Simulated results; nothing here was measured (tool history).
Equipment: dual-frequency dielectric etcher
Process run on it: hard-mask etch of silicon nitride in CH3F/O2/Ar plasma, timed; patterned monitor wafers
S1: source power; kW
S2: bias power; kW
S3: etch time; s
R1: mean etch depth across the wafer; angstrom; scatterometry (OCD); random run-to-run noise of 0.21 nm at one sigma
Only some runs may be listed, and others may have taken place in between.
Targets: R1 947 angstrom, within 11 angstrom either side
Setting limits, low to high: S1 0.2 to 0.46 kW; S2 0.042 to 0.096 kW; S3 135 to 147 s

run	hour	S1	S2	S3	R1
1	0	0.33	0.069	147	907.05
2	0.9	0.33	0.059	147	877.56
3	7.3	0.33	0.059	147	875.37
4	15	0.33	0.059	147	877.39
# hour 20.5: source power generator calibrated
5	20.5	0.33	0.059	147	867.8
6	28.6	0.33	0.055	147	852.01
7	35.3	0.35	0.055	147	876.01
8	40.6	0.37	0.055	147	893.49

4 next moves are on the table. One of them brings every result within its allowed miss. Which?
A	45.9	0.41	0.057	144.5	?
B	45.9	0.38	0.062	145	?
C	45.9	0.34	0.056	138.5	?
D	45.9	0.43	0.058	145	?

move	R1
A	919.02
B	912.25
C	815.42
D	943.15
A: nearer than the last run, and not there yet
B: nearer than the last run, and not there yet
C: its largest miss is bigger than the last run's
D: every result lands within tolerance
The right move is D.
